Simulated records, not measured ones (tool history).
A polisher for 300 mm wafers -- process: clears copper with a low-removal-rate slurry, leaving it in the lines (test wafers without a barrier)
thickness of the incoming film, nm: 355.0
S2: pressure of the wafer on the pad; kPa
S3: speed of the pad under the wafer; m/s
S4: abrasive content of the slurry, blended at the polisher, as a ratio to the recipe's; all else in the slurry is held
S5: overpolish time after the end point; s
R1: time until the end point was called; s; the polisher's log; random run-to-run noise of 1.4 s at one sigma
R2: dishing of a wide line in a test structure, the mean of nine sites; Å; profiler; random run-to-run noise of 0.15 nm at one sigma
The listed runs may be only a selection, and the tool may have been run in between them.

{"run": 1, "hour": 0.0, "flow of slurry (ml/min)": 155, "S2": 27.6, "S3": 0.98, "S4": 1.0, "S5": 12, "R1": 72.768, "R2": 374.56}
{"run": 2, "hour": 7.4, "flow of slurry (ml/min)": 160, "S2": 23.4, "S3": 0.86, "S4": 1.0, "S5": 10, "R1": 96.812, "R2": 261.32}
{"run": 3, "hour": 9.7, "flow of slurry (ml/min)": 160, "S2": 20.0, "S3": 0.8, "S4": 1.0, "S5": 8, "R1": 120.05, "R2": 168.02}
{"run": 4, "hour": 12.4, "flow of slurry (ml/min)": 150, "S2": 17.9, "S3": 0.8, "S4": 1.0, "S5": 8, "R1": 135.29, "R2": 151.45}
{"run": 5, "hour": 19.6, "flow of slurry (ml/min)": 150, "S2": 17.9, "S3": 1.02, "S4": 1.0, "S5": 8, "R1": 107.73, "R2": 192.32}
{"run": 6, "hour": 24.1, "flow of slurry (ml/min)": 150, "S2": 17.9, "S3": 1.22, "S4": 1.0, "S5": 8, "R1": 88.907, "R2": 223.63}

Forecast run 7:
{"run": 7, "hour": 26.3, "flow of slurry (ml/min)": 145, "S2": 16.5, "S3": 1.1, "S4": 1.0, "S5": 8, "R1": "?", "R2": "?"}

Run 7 measured R1 108.210 s, R2 186.91 Å.

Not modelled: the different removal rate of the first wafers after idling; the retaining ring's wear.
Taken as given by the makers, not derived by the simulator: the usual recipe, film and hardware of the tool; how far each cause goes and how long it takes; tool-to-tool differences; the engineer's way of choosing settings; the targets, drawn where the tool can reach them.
